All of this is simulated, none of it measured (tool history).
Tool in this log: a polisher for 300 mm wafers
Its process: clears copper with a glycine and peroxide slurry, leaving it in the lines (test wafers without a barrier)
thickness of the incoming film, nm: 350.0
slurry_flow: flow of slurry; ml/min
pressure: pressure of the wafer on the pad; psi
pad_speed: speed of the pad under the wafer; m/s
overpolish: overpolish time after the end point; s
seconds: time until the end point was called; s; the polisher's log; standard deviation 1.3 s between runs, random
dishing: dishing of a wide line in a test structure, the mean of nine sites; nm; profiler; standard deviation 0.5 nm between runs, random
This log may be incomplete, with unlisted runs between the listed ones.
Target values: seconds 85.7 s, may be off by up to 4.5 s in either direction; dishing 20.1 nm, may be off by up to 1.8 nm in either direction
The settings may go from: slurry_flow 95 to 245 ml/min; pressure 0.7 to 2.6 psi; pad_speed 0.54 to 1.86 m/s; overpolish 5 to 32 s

| run | hour | slurry_flow | pressure | pad_speed | overpolish | seconds | dishing |
|---|---|---|---|---|---|---|---|
| 1 | 0 | 155 | 1.6 | 1.18 | 16 | 77.827 | 30.82 |
| 2 | 1.6 | 155 | 1.6 | 1.3 | 16 | 74.455 | 34.642 |
| 3 | 7.5 | 155 | 1.6 | 1.28 | 15 | 73.67 | 32.47 |
| 4 | 11 | 155 | 1.6 | 1.28 | 18 | 73.612 | 36.071 |
| 5 | 18.1 | 155 | 1.6 | 1.16 | 18 | 77.791 | 34.723 |
| 6 | 26.3 | 155 | 1.6 | 1.42 | 18 | 68.921 | 37.914 |
| 7 | 29.8 | 160 | 1.6 | 1.4 | 17 | 68.566 | 34.388 |
|  | 35.6 | slurry nozzle cleaned |
| 8 | 35.6 | 165 | 1.5 | 1.4 | 16 | 69.578 | 33.461 |
| 9 | 37.6 | 165 | 1.4 | 1.4 | 15 | 70.466 | 32.865 |
| 10 | 45.5 | 170 | 1.3 | 1.36 | 14 | 75.434 | 30.457 |

Which one of the following 4 next-run settings gets every result inside its allowed miss? There is exactly one.
| A | 53.4 | 165 | 1.2 | 1.56 | 5 | ? | ? |
| B | 53.4 | 180 | 1.2 | 1.26 | 8 | ? | ? |
| C | 53.4 | 110 | 1.2 | 1.3 | 26 | ? | ? |
| D | 53.4 | 225 | 1.4 | 0.8 | 13 | ? | ? |

| move | seconds | dishing |
|---|---|---|
| A | 73.712 | 14.961 |
| B | 83.15 | 19.763 |
| C | 90.438 | 37.202 |
| D | 94.681 | 26.035 |
A: takes the biggest miss from the last run beyond its target
B: in spec on every target
C: its largest miss is bigger than the last run's
D: nearer the targets than the last run, but a result is still out of spec
B is the move that brings every result within its allowed miss.
